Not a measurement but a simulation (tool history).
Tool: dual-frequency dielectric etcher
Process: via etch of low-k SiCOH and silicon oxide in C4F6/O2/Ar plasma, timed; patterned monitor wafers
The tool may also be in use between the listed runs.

| run | day | source power (W) | bias power (W) | etch time (s) | mean etch depth across the wafer (Å) |
|---|---|---|---|---|---|
| 1 | 0 | 380 | 205 | 20.5 | 429.85 |
| 2 | 0.021 | 310 | 205 | 20.5 | 403.55 |
| 3 | 0.225 | 350 | 209 | 20.5 | 421.56 |
| 4 | 0.575 | 380 | 212 | 20.5 | 436.07 |
| 5 | 0.867 | 420 | 212 | 20.5 | 451.88 |
| 6 | 1.242 | 420 | 212 | 19 | 413.56 |
| 7 | 1.588 | 440 | 223 | 19 | 428.16 |
| 8 | 1.9 | 460 | 230 | 19 | 440.13 |

Run 9 comes next. What will it give?
| 9 | 2.075 | 480 | 233 | 19 | ? |

mean etch depth across the wafer (Å): 447.14
